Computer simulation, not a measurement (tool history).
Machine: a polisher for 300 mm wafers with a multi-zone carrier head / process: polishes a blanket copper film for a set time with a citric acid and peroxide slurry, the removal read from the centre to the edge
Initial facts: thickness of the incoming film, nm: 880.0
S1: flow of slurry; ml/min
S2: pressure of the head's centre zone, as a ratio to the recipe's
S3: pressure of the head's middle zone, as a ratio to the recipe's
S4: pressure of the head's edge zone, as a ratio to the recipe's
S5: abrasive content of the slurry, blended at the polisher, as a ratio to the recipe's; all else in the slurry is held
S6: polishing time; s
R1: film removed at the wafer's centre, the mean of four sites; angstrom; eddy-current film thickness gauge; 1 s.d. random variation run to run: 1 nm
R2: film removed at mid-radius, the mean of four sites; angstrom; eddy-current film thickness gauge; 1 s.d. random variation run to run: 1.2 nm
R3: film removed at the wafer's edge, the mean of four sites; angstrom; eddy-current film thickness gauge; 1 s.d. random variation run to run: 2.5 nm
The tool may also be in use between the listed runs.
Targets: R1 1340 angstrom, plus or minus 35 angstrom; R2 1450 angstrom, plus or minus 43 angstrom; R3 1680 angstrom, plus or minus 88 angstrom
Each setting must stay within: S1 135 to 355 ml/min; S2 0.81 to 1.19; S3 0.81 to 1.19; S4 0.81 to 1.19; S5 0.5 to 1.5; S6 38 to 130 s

| run | hour | S1 | S2 | S3 | S4 | S5 | S6 | R1 | R2 | R3 |
|---|---|---|---|---|---|---|---|---|---|---|
| 1 | 0 | 225 | 1 | 1 | 1 | 1 | 84 | 1982 | 1949.9 | 1917.1 |
| 2 | 4.2 | 215 | 0.96 | 0.98 | 1.01 | 0.9 | 83 | 1820.6 | 1862 | 1903.8 |
| 3 | 6.2 | 210 | 0.94 | 0.95 | 0.99 | 0.8 | 82 | 1665 | 1683.4 | 1767.2 |
| 4 | 10 | 200 | 0.91 | 0.93 | 0.98 | 0.8 | 82 | 1619.1 | 1666.1 | 1741.3 |
| 5 | 15.4 | 195 | 0.89 | 0.92 | 0.99 | 0.75 | 82 | 1528.3 | 1637.3 | 1698.9 |
| 6 | 21.9 | 190 | 0.88 | 0.9 | 1.01 | 0.75 | 82 | 1530.7 | 1582.8 | 1727.8 |
| 7 | 22.5 | 185 | 0.87 | 0.89 | 1.02 | 0.7 | 82 | 1434.9 | 1548.9 | 1662.1 |
| 8 | 26.8 | 180 | 0.86 | 0.88 | 1.03 | 0.7 | 82 | 1433.7 | 1519.2 | 1708.6 |
| 9 | 31.1 | 175 | 0.85 | 0.87 | 1.03 | 0.7 | 82 | 1411.8 | 1494.6 | 1672.9 |
| 10 | 39.7 | 170 | 0.84 | 0.87 | 1.04 | 0.7 | 82 | 1399.5 | 1507.9 | 1683.5 |

Consider the 5 candidate settings below. Which is the only one whose results all fall within their allowed miss of target?
| A | 48.3 | 175 | 0.84 | 0.89 | 1.14 | 0.7 | 79 | ? | ? | ? |
| B | 48.3 | 155 | 0.81 | 0.94 | 1.04 | 0.6 | 87 | ? | ? | ? |
| C | 48.3 | 160 | 0.87 | 0.85 | 1.03 | 0.7 | 86 | ? | ? | ? |
| D | 48.3 | 155 | 0.93 | 0.89 | 1.04 | 0.55 | 87 | ? | ? | ? |
| E | 48.3 | 175 | 0.81 | 0.91 | 1 | 0.75 | 83 | ? | ? | ? |

| move | R1 | R2 | R3 |
|---|---|---|---|
| A | 1348.1 | 1448.9 | 1707.9 |
| B | 1331.7 | 1558.8 | 1695.1 |
| C | 1489.5 | 1491.5 | 1754.7 |
| D | 1491.3 | 1450.6 | 1653 |
| E | 1392.1 | 1581.3 | 1725.5 |
A: meets every target
B: puts the biggest miss on target and leaves a different result outside tolerance
C: misses by more than the last run did
D: misses by more than the last run did
E: misses by more than the last run did
Answer: A

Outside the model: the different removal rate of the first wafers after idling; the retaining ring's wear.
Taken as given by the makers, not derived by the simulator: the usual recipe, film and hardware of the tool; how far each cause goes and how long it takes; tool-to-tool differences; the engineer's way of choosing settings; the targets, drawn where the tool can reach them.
